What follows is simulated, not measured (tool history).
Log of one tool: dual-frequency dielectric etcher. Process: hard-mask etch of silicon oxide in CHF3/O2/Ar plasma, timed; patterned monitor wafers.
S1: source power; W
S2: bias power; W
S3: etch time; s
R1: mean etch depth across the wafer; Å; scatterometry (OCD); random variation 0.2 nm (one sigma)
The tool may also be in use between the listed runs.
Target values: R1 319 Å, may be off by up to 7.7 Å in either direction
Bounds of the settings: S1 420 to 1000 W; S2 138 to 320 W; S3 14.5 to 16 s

run,hour,S1,S2,S3,R1
1,0,710,229,16,376.44
2,1.5,650,221,16,360.5
3,8.2,600,216,16,342.76
4,10.7,600,255,16,362.01
5,12.1,710,255,16,393.2
6,18.4,640,249,16,372.28
7,22,590,244,16,352.33
8,27.4,560,242,16,345.29
9,32.5,430,229,16,292.19
10,34.6,450,230,16,301.69
11,36.6,470,231,16,307.14
12,43.8,470,231,16,306.49

Consider the 5 candidate settings below. Which is the only one whose results all fall within their allowed miss of target?
A,51,420,254,15.5,?
B,51,580,214,15,?
C,51,430,219,16,?
D,51,450,220,16,?
E,51,490,248,15,?

move,R1
A,286.22
B,314.29
C,286.25
D,294.34
E,300.22
A: lands further from the targets than the last run did
B: all results in spec
C: lands further from the targets than the last run did
D: lands further from the targets than the last run did
E: lands further from the targets than the last run did
Move B is the one to make.
